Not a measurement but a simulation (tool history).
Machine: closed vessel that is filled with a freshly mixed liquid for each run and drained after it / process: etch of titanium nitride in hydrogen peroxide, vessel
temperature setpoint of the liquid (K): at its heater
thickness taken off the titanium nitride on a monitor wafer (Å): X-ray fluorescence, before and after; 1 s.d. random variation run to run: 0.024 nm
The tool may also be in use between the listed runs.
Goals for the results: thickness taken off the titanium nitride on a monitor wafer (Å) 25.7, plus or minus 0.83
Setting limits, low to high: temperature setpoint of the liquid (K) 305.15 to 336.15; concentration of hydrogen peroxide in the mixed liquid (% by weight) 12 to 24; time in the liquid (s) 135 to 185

run	hour	temperature setpoint of the liquid (K)	concentration of hydrogen peroxide in the mixed liquid (% by weight)	time in the liquid (s)	thickness taken off the titanium nitride on a monitor wafer (Å)
1	0	320.15	16	185	34.112
2	5.1	320.15	16	185	34.312
3	10.8	319.15	16	185	32.018
4	13.8	318.15	16	185	28.99
5	20.4	318.15	13.5	185	28.009
6	21.9	318.15	13.5	185	28.286
7	27.8	317.65	13.5	185	27.351
8	36	317.65	13.5	185	27.252
9	39.8	317.65	13.5	185	27.651

4 candidate next runs follow, results not yet known. Just one meets every target within its allowed miss. Identify it.
A	43.6	317.65	16	185	?
B	43.6	319.65	15	160	?
C	43.6	318.15	12.5	185	?
D	43.6	317.15	12	185	?

move	thickness taken off the titanium nitride on a monitor wafer (Å)
A	28.248
B	27.961
C	27.841
D	25.617
A: its largest miss is bigger than the last run's
B: its largest miss is bigger than the last run's
C: its largest miss is bigger than the last run's
D: all results land within tolerance of their targets
Correct choice: D, which meets every target

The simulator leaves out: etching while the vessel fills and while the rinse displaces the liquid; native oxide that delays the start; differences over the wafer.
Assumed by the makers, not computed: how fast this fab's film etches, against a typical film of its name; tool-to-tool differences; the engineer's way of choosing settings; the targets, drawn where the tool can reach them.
